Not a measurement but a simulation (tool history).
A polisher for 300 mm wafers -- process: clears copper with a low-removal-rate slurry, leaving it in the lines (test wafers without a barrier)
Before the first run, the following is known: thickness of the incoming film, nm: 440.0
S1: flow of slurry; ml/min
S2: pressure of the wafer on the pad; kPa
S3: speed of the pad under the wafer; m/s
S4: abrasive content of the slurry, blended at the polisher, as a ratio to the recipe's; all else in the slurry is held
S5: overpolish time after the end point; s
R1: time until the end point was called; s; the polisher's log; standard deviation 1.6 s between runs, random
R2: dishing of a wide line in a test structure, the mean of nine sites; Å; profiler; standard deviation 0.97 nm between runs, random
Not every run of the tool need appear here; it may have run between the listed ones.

Run 1, hour 0.0: S1 195 ml/min, S2 18.6 kPa, S3 1.26 m/s, S4 1.0, S5 12 s. Result: R1 98.802 s, R2 388.84 Å.
Run 2, hour 8.7: S1 195 ml/min, S2 18.6 kPa, S3 1.26 m/s, S4 1.0, S5 9 s. Result: R1 95.145 s, R2 306.24 Å.
Run 3, hour 15.6: S1 195 ml/min, S2 18.6 kPa, S3 1.26 m/s, S4 1.2, S5 9 s. Result: R1 94.420 s, R2 301.77 Å.
Run 4, hour 20.6: S1 190 ml/min, S2 17.2 kPa, S3 1.26 m/s, S4 1.2, S5 11 s. Result: R1 102.030 s, R2 334.00 Å.
Run 5, hour 25.8: S1 190 ml/min, S2 17.2 kPa, S3 1.50 m/s, S4 1.2, S5 11 s. Result: R1 86.079 s, R2 390.24 Å.
Run 6, hour 32.0: S1 190 ml/min, S2 17.2 kPa, S3 1.50 m/s, S4 1.2, S5 14 s. Result: R1 88.885 s, R2 460.78 Å.
Run 7, hour 40.2: S1 185 ml/min, S2 15.2 kPa, S3 1.50 m/s, S4 1.2, S5 15 s. Result: R1 98.990 s, R2 453.40 Å.
Run 8, hour 49.1: S1 180 ml/min, S2 13.8 kPa, S3 1.50 m/s, S4 1.2, S5 16 s. Result: R1 107.600 s, R2 426.23 Å.

The next listed run, before its measurement:
Run 9, hour 55.6: S1 175 ml/min, S2 13.1 kPa, S3 1.50 m/s, S4 1.2, S5 17 s. Result: R1 ?, R2 ?.

{"run 9": {"R1": 114.2, "R2": 448.1}}
